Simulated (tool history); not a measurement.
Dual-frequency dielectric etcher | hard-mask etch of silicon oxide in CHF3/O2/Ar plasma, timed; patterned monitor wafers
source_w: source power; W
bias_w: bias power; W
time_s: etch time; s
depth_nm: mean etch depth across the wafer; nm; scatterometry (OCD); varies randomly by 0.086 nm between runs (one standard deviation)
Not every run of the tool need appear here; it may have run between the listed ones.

run,hour,source_w,bias_w,time_s,depth_nm
1,0.0,830,156,17,31.412
2,8.6,870,157,17,32.157
3,12.6,890,158,17,32.478
4,19.1,910,158,17,32.860
5,24.4,910,158,17,32.850
6,25.5,1010,158,17,34.615
7,26.9,990,158,17,34.331

Run 8 comes next. What will it give?
8,30.3,980,158,17,?

depth_nm: 34.080 nm

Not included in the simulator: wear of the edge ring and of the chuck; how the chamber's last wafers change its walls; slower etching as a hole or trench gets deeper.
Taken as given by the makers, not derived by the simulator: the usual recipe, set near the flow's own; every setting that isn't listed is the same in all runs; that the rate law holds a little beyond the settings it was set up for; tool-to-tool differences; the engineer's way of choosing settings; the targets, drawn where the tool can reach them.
